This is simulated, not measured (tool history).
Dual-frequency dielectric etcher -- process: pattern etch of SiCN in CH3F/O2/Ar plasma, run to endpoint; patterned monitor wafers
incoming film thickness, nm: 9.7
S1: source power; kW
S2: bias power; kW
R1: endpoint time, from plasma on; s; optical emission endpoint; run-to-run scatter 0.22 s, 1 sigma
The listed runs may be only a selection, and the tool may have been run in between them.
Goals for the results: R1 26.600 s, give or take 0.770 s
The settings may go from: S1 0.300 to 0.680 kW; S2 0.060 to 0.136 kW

run	hour	S1	S2	R1
1	0.0	0.490	0.098	22.448
2	1.8	0.460	0.098	23.606
3	8.7	0.540	0.098	21.814
4	10.5	0.520	0.096	22.726
5	18.3	0.520	0.087	22.758
6	20.2	0.500	0.085	23.206
7	23.7	0.480	0.083	23.428
8	31.9	0.460	0.081	24.437
9	39.5	0.450	0.080	24.226
10	40.7	0.440	0.079	24.575
11	45.8	0.430	0.078	24.791

Pick the move, out of 4, that brings all results within their allowed miss; only one does.
A	50.9	0.300	0.077	?
B	50.9	0.320	0.066	?
C	50.9	0.300	0.069	?
D	50.9	0.330	0.081	?

move	R1
A	27.755
B	27.973
C	28.312
D	26.702
A: moves the result that the last run missed by most past its target, out the other side
B: moves the result that the last run missed by most past its target, out the other side
C: moves the result that the last run missed by most past its target, out the other side
D: every result lands within tolerance
D is the move that brings every result within its allowed miss.

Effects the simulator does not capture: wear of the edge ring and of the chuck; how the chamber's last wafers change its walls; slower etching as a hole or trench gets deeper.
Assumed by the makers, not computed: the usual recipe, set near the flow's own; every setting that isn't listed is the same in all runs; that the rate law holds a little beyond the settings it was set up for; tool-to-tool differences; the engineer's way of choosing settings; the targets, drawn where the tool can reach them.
